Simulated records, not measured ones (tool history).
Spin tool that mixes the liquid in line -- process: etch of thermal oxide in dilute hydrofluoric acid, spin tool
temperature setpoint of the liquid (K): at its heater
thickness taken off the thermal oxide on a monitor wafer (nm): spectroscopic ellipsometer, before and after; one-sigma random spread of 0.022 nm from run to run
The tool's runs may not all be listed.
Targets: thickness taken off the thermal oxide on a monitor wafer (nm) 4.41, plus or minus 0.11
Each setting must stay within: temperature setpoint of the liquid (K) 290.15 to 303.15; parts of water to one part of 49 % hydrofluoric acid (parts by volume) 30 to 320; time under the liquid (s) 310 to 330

run  hour  temperature setpoint of the liquid (K)  parts of water to one part of 49 % hydrofluoric acid (parts by volume)  time under the liquid (s)  thickness taken off the thermal oxide on a monitor wafer (nm)
  1     0                                  295.15                                                                     175                        310                                                         7.1769
  2   7.4                                  294.15                                                                     185                        310                                                         6.5194
  3  13.7                                  293.15                                                                     195                        310                                                         5.8828
  4  17.5                                  292.65                                                                     200                        310                                                           5.58
  5  19.5                                  292.15                                                                     205                        310                                                         5.2651
  6  26.9                                  291.65                                                                     210                        310                                                          5.066
  7    30                                  291.65                                                                     210                        310                                                         5.0783
  8  37.9                                  291.15                                                                     215                        310                                                         4.8618
  9  43.5                                  290.65                                                                     220                        310                                                         4.6166

Which of these 4 next moves meets every target?
  A  49.1                                  292.15                                                                     245                        320                                                              ?
  B  49.1                                  290.15                                                                     240                        310                                                              ?
  C  49.1                                  290.15                                                                     250                        330                                                              ?
  D  49.1                                  291.15                                                                     255                        330                                                              ?

move  thickness taken off the thermal oxide on a monitor wafer (nm)
   A                                                         4.4056
   B                                                         4.0517
   C                                                         4.1044
   D                                                         4.1638
A: meets every target
B: pushes the last run's worst result past its target
C: pushes the last run's worst result past its target
D: pushes the last run's worst result past its target
The move that meets every target is A.

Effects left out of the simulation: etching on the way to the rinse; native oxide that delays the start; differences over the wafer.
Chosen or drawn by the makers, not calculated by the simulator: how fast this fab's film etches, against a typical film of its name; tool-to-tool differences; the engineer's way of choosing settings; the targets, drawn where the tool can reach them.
